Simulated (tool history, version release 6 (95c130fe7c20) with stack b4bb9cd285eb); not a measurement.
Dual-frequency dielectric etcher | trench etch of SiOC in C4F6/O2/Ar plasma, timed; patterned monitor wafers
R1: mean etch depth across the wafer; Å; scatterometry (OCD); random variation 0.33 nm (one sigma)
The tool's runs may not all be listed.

run 1 hour=0 | source_power_(kW)=0.46 bias_power_(kW)=0.213 etch_time_(s)=22 | R1=537.17
run 2 hour=6.1 | source_power_(kW)=0.46 bias_power_(kW)=0.176 etch_time_(s)=22 | R1=501.19
run 3 hour=7.4 | source_power_(kW)=0.46 bias_power_(kW)=0.176 etch_time_(s)=23 | R1=518.23
run 4 hour=9.2 | source_power_(kW)=0.48 bias_power_(kW)=0.178 etch_time_(s)=23 | R1=537.3
run 5 hour=11.4 | source_power_(kW)=0.5 bias_power_(kW)=0.179 etch_time_(s)=23 | R1=551.82
run 6 hour=16.7 | source_power_(kW)=0.51 bias_power_(kW)=0.18 etch_time_(s)=23 | R1=564.5
run 7 hour=18.9 | source_power_(kW)=0.52 bias_power_(kW)=0.18 etch_time_(s)=23 | R1=565.41
run 8 hour=20.8 | source_power_(kW)=0.53 bias_power_(kW)=0.18 etch_time_(s)=23 | R1=573.01

Forecast run 9:
run 9 hour=24.1 | source_power_(kW)=0.53 bias_power_(kW)=0.18 etch_time_(s)=23 | R1=?

{"run 9": {"R1": 574.46}}
